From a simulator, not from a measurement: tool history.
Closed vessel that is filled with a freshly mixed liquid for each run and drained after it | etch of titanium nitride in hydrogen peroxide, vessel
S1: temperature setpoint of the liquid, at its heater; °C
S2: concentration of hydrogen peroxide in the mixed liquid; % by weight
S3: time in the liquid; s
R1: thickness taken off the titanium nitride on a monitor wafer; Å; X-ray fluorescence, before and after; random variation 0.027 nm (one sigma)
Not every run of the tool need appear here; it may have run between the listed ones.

run	hour	S1	S2	S3	R1
1	0.0	48.0	25.0	35	22.788
2	1.3	50.0	25.0	35	26.220
3	9.0	53.0	25.0	35	32.397
4	15.0	53.0	27.5	35	33.645
5	23.8	53.5	27.5	35	34.173
6	28.3	54.0	27.5	35	35.820

Run 7 has not been measured yet. What should we expect?
7	36.1	54.5	27.5	35	?

R1: 36.633 Å

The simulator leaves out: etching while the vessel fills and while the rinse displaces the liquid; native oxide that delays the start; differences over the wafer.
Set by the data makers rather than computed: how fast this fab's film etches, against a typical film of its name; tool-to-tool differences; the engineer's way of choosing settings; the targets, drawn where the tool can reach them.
